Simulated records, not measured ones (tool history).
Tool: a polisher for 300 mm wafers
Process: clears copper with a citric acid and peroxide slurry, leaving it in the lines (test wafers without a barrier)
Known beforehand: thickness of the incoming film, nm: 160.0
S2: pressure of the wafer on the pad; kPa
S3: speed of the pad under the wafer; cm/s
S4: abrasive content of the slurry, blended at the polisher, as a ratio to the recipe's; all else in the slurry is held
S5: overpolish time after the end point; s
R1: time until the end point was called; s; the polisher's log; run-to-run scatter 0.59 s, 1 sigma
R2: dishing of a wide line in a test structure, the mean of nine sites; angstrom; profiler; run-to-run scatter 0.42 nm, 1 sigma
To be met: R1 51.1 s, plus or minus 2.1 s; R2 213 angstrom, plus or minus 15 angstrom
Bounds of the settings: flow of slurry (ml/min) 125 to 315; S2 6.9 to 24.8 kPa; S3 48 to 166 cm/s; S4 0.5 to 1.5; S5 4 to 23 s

Run 1, hour 0: flow of slurry (ml/min) 205, S2 15.9 kPa, S3 106 cm/s, S4 1, S5 12 s. Result: R1 73.451 s, R2 173.41 angstrom.
Run 2, hour 5.6: flow of slurry (ml/min) 205, S2 17.2 kPa, S3 106 cm/s, S4 1, S5 11 s. Result: R1 69.447 s, R2 176.1 angstrom.
Run 3, hour 10.2: flow of slurry (ml/min) 175, S2 17.2 kPa, S3 106 cm/s, S4 1, S5 11 s. Result: R1 71.055 s, R2 179.96 angstrom.
Run 4, hour 19.3: flow of slurry (ml/min) 175, S2 20.7 kPa, S3 106 cm/s, S4 1, S5 11 s. Result: R1 60.884 s, R2 204.18 angstrom.
Run 5, hour 22.7: flow of slurry (ml/min) 175, S2 17.9 kPa, S3 106 cm/s, S4 1, S5 11 s. Result: R1 68.695 s, R2 172.83 angstrom.
Run 6, hour 29.6: flow of slurry (ml/min) 185, S2 19.3 kPa, S3 106 cm/s, S4 1, S5 10 s. Result: R1 63.279 s, R2 171.57 angstrom.
Run 7, hour 32.8: flow of slurry (ml/min) 195, S2 20.7 kPa, S3 106 cm/s, S4 1, S5 10 s. Result: R1 59.392 s, R2 179.25 angstrom.
Run 8, hour 39.2: flow of slurry (ml/min) 200, S2 21.4 kPa, S3 106 cm/s, S4 1, S5 10 s. Result: R1 57.765 s, R2 187.76 angstrom.
Run 9, hour 40.9: flow of slurry (ml/min) 200, S2 22.1 kPa, S3 106 cm/s, S4 1, S5 10 s. Result: R1 57.735 s, R2 192 angstrom.

Exercise: of the 4 proposed moves below, exactly one satisfies all targets within the stated allowed misses. Which move is it?
Run A, hour 42.6: flow of slurry (ml/min) 210, S2 24.8 kPa, S3 116 cm/s, S4 1.05, S5 8 s. Result: R1 ?, R2 ?.
Run B, hour 42.6: flow of slurry (ml/min) 195, S2 21.4 kPa, S3 118 cm/s, S4 1.15, S5 8 s. Result: R1 ?, R2 ?.
Run C, hour 42.6: flow of slurry (ml/min) 195, S2 20.7 kPa, S3 124 cm/s, S4 1.1, S5 10 s. Result: R1 ?, R2 ?.
Run D, hour 42.6: flow of slurry (ml/min) 240, S2 24.8 kPa, S3 118 cm/s, S4 0.8, S5 9 s. Result: R1 ?, R2 ?.

move      R1      R2
   A  46.479  194.39
   B  51.207  177.02
   C   50.59  219.57
   D  47.666  211.71
A: takes the biggest miss from the last run beyond its target
B: brings the last run's worst result on target, with another outside its allowed miss
C: hits every target within its allowed miss
D: takes the biggest miss from the last run beyond its target
The move that meets every target is C.

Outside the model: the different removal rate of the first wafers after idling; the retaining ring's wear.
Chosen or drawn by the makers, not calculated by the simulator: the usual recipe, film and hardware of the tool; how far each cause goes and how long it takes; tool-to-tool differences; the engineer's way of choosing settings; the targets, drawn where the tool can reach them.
